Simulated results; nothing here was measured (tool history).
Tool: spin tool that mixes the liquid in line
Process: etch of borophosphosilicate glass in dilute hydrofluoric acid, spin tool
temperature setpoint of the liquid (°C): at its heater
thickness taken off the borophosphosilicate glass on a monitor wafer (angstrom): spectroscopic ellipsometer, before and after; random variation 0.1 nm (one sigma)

run,day,temperature setpoint of the liquid (°C),parts of water to one part of 49 % hydrofluoric acid (parts by volume),time under the liquid (s),thickness taken off the borophosphosilicate glass on a monitor wafer (angstrom)
1,0,26,175,75,165.93
2,0.054,26,175,80,174.28
3,0.229,28.5,175,80,191.41
4,0.371,28.5,175,75,179.73
5,0.625,28.5,130,75,258.74
6,0.788,28.5,130,75,254.33
7,1.058,25.5,140,75,209.17

Run 8 comes next. What will it give?
8,1.204,23,145,75,?

{"run 8": {"thickness taken off the borophosphosilicate glass on a monitor wafer (angstrom)": 183.86}}
